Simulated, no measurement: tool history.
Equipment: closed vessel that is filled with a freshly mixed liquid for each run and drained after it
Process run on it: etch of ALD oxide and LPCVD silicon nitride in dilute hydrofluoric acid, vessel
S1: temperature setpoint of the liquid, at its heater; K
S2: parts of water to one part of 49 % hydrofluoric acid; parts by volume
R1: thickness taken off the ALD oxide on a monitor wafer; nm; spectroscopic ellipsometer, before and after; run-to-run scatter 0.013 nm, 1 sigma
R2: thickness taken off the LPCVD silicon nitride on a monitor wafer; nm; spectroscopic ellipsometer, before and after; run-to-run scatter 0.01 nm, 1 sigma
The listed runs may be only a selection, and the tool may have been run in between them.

run 1 hour=0.0 | S1=295.15 S2=135 time_in_the_liquid_(s)=60 | R1=8.5074 R2=0.184120
run 2 hour=0.7 | S1=298.15 S2=135 time_in_the_liquid_(s)=60 | R1=9.6454 R2=0.194450
run 3 hour=1.5 | S1=298.15 S2=135 time_in_the_liquid_(s)=40 | R1=6.4104 R2=0.148390
run 4 hour=6.9 | S1=301.15 S2=135 time_in_the_liquid_(s)=40 | R1=7.1071 R2=0.290760
run 5 hour=11.8 | S1=300.65 S2=150 time_in_the_liquid_(s)=40 | R1=6.1900 R2=0.187640
run 6 hour=13.6 | S1=300.15 S2=165 time_in_the_liquid_(s)=40 | R1=5.4251 R2=0.151720
run 7 hour=15.2 | S1=296.15 S2=220 time_in_the_liquid_(s)=40 | R1=3.2938 R2=0.095732
run 8 hour=16.0 | S1=295.65 S2=225 time_in_the_liquid_(s)=40 | R1=3.1804 R2=0.061865
run 9 hour=24.9 | S1=295.65 S2=230 time_in_the_liquid_(s)=40 | R1=3.0724 R2=0.113360
run 10 hour=28.1 | S1=295.15 S2=230 time_in_the_liquid_(s)=40 | R1=3.0337 R2=0.095207
run 11 hour=28.8 | S1=294.65 S2=230 time_in_the_liquid_(s)=40 | R1=2.9831 R2=0.101990
run 12 hour=32.2 | S1=294.15 S2=230 time_in_the_liquid_(s)=40 | R1=2.9051 R2=0.074464
-- hour=39.6 hydrofluoric acid flow meter replaced
run 13 hour=39.6 | S1=293.65 S2=230 time_in_the_liquid_(s)=40 | R1=2.5075 R2=0.067612

Run 14 has not been measured yet. What should we expect?
run 14 hour=45.5 | S1=293.15 S2=230 time_in_the_liquid_(s)=40 | R1=? R2=?

R1: 2.4934 nm
R2: 0.071528 nm

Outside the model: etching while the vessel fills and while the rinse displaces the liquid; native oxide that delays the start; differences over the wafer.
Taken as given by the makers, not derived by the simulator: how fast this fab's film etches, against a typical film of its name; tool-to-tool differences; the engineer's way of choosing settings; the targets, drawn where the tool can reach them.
